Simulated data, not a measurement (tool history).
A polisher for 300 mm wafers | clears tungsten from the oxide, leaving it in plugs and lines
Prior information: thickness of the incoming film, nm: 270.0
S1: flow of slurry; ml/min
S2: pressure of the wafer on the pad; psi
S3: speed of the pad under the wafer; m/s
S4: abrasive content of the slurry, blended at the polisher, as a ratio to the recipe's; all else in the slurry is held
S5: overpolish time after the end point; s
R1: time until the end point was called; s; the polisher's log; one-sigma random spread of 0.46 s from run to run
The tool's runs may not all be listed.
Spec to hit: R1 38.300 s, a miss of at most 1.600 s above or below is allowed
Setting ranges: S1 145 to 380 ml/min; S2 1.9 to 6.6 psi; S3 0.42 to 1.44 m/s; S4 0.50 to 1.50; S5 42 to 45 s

run  hour   S1   S2    S3    S4  S5      R1
  1   0.0  245  4.2  0.92  1.00  42  46.623
  2   7.4  245  4.4  0.92  1.00  42  44.293
  3  10.8  245  4.5  0.92  1.00  42  43.918
  4  13.2  245  4.5  0.92  1.00  45  44.532
  5  21.0  245  4.6  0.92  1.00  45  43.372
  6  25.7  245  4.6  0.74  1.00  45  52.844
  7  30.8  245  4.9  0.74  1.00  45  50.622
  8  39.0  245  5.2  0.74  1.00  45  46.662

Exactly one of the 5 candidate moves below puts every result within its allowed miss. Which one?
  A  47.2  225  5.5  1.00  1.05  42   ?
  B  47.2  270  5.2  0.94  0.85  44   ?
  C  47.2  250  5.1  0.70  0.95  45   ?
  D  47.2  265  5.5  1.00  0.90  43   ?
  E  47.2  210  6.1  0.60  0.95  44   ?

move      R1
   A  33.381
   B  39.014
   C  51.631
   D  34.301
   E  51.039
A: takes the biggest miss from the last run beyond its target
B: every result lands within tolerance
C: its largest miss is bigger than the last run's
D: takes the biggest miss from the last run beyond its target
E: its largest miss is bigger than the last run's
So the answer is move B, the one that meets all the targets.
